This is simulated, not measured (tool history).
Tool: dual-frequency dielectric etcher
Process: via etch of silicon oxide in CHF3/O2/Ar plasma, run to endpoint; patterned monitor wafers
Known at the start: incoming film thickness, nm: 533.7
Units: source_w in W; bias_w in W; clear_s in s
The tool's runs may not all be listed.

run,day,source_w,bias_w,clear_s
1,0.000,700,237,217.94
2,0.112,720,240,212.21
3,0.408,600,240,230.64
4,0.546,680,240,218.44
5,0.696,570,240,237.15
6,1.062,570,266,226.61
7,1.400,600,268,221.75
8,1.696,620,270,219.46

The next listed run, before its measurement:
9,2.025,640,272,?

{"run 9": {"clear_s": 215.59}}

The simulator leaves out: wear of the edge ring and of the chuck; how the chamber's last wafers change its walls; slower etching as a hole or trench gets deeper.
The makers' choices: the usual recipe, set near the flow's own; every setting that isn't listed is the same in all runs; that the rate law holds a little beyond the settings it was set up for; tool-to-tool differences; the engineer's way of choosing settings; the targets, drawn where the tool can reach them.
